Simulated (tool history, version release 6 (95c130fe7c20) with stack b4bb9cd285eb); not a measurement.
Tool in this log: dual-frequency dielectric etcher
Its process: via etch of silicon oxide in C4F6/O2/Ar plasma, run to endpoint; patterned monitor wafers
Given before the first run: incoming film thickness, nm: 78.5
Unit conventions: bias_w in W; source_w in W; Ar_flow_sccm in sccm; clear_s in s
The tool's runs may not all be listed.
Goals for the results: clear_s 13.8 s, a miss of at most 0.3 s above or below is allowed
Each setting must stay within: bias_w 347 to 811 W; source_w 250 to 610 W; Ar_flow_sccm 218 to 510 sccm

{"run": 1, "hour": 0.0, "bias_w": 579, "source_w": 430, "Ar_flow_sccm": 364, "clear_s": 16.643}
{"run": 2, "hour": 7.8, "bias_w": 579, "source_w": 430, "Ar_flow_sccm": 409, "clear_s": 16.782}
{"run": 3, "hour": 14.0, "bias_w": 524, "source_w": 430, "Ar_flow_sccm": 409, "clear_s": 17.655}
{"run": 4, "hour": 21.9, "bias_w": 524, "source_w": 380, "Ar_flow_sccm": 409, "clear_s": 18.834}
{"run": 5, "hour": 29.2, "bias_w": 524, "source_w": 380, "Ar_flow_sccm": 456, "clear_s": 19.008}
{"run": 6, "hour": 30.5, "bias_w": 578, "source_w": 380, "Ar_flow_sccm": 456, "clear_s": 17.622}
{"run": 7, "hour": 38.7, "bias_w": 625, "source_w": 380, "Ar_flow_sccm": 456, "clear_s": 16.631}
{"run": 8, "hour": 45.1, "bias_w": 660, "source_w": 380, "Ar_flow_sccm": 456, "clear_s": 16.438}
{"run": 9, "hour": 46.2, "bias_w": 660, "source_w": 380, "Ar_flow_sccm": 456, "clear_s": 16.33}

Consider the 5 candidate settings below. Which is the only one whose results all fall within their allowed miss of target?
{"run": "A", "hour": 47.3, "bias_w": 630, "source_w": 320, "Ar_flow_sccm": 491, "clear_s": "?"}
{"run": "B", "hour": 47.3, "bias_w": 608, "source_w": 250, "Ar_flow_sccm": 468, "clear_s": "?"}
{"run": "C", "hour": 47.3, "bias_w": 805, "source_w": 440, "Ar_flow_sccm": 453, "clear_s": "?"}
{"run": "D", "hour": 47.3, "bias_w": 615, "source_w": 340, "Ar_flow_sccm": 418, "clear_s": "?"}
{"run": "E", "hour": 47.3, "bias_w": 551, "source_w": 290, "Ar_flow_sccm": 395, "clear_s": "?"}

move=A clear_s=18.042
move=B clear_s=19.905
move=C clear_s=13.985
move=D clear_s=17.667
move=E clear_s=19.833
A: its largest miss is bigger than the last run's
B: its largest miss is bigger than the last run's
C: each result inside its tolerance
D: its largest miss is bigger than the last run's
E: its largest miss is bigger than the last run's
C meets every target.
